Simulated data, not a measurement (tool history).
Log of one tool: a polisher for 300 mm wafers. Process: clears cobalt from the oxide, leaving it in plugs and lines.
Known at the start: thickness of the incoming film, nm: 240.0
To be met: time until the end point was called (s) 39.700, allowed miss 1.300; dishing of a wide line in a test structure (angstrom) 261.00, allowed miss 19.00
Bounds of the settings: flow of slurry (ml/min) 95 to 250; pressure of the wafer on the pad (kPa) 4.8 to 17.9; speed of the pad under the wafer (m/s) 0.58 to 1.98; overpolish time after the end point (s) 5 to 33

run	hour	flow of slurry (ml/min)	pressure of the wafer on the pad (kPa)	speed of the pad under the wafer (m/s)	overpolish time after the end point (s)	time until the end point was called (s)	dishing of a wide line in a test structure (angstrom)
1	0.0	160	11.0	1.28	17	45.263	457.61
2	2.6	165	11.0	1.28	15	45.880	435.83
3	8.4	150	11.7	1.28	13	43.855	401.12
4	10.6	140	12.4	1.26	11	42.224	377.87
5	12.3	140	14.5	1.26	11	38.312	419.94
6	13.9	130	13.1	1.34	10	38.596	382.25
7	17.8	125	12.4	1.40	9	39.637	345.58
8	21.3	120	12.4	1.44	8	38.871	318.78
9	24.0	115	12.4	1.44	7	38.637	292.83

5 next moves are on the table. One of them brings every result within its allowed miss. Which?
A	26.7	115	13.8	1.30	6	?	?
B	26.7	145	14.5	1.22	10	?	?
C	26.7	100	12.4	1.48	8	?	?
D	26.7	95	13.1	1.34	8	?	?
E	26.7	95	12.4	1.44	8	?	?

move	time until the end point was called (s)	dishing of a wide line in a test structure (angstrom)
A	39.206	256.38
B	39.161	363.96
C	37.924	321.99
D	40.426	308.43
E	39.188	315.00
A: meets every target
B: further off than the last run
C: further off than the last run
D: further off than the last run
E: further off than the last run
Move A is the one to make.
